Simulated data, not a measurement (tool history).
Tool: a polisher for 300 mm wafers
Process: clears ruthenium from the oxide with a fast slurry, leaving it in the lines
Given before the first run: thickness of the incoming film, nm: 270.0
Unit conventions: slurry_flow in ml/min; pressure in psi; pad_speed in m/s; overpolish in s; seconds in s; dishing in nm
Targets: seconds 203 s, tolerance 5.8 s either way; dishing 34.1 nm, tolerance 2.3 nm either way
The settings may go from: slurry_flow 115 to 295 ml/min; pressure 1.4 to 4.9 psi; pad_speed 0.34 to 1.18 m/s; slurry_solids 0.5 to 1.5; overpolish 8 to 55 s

run,day,slurry_flow,pressure,pad_speed,slurry_solids,overpolish,seconds,dishing
1,0,190,3.1,0.76,1,28,83.21,55.09
2,0.125,235,3.1,0.76,1,28,79.171,58.15
3,0.471,250,3.1,0.76,1,28,80.107,57.318
4,0.621,250,2.9,0.72,1,29,88.429,54.455
5,0.742,250,2.9,0.88,1,29,72.771,62.269
6,1.042,245,2.7,0.84,1,30,81.325,59.129
7,1.171,245,2.7,0.84,1,30,81.945,58.227
8,1.442,240,2.5,0.8,1,31,91.859,55.289
9,1.588,235,2.4,0.76,1,31,99.715,54.265
10,1.729,230,2.3,0.72,1,31,107.06,49.39
11,1.896,225,2.2,0.68,1,31,116.76,45.022
12,2.079,225,2.2,0.68,1,31,118.38,47.132
13,2.2,190,1.4,0.48,1,33,226.36,29.595
14,2.471,195,1.4,0.48,1,33,226.03,28.949
15,2.754,210,1.8,0.48,1,38,187.01,39.138

Below are 5 possible settings for the next run. Only one of them brings all results inside the allowed miss of their targets. Which is it?
A,3.038,210,1.4,0.58,0.9,36,?,?
B,3.038,190,1.8,0.54,1.1,31,?,?
C,3.038,215,1.5,0.48,0.95,48,?,?
D,3.038,140,1.6,0.52,1.15,34,?,?
E,3.038,200,2,0.42,1.05,27,?,?

move,seconds,dishing
A,200.38,33.855
B,163.53,35.377
C,218.25,39.843
D,190.84,33.623
E,190.36,27.751
A: every result lands within tolerance
B: lands further from the targets than the last run did
C: carries the result that was furthest off beyond its target, to the other side
D: gains on the last run, yet a result remains outside its allowed miss
E: no nearer and no further than the last run
Move A is the one to make.

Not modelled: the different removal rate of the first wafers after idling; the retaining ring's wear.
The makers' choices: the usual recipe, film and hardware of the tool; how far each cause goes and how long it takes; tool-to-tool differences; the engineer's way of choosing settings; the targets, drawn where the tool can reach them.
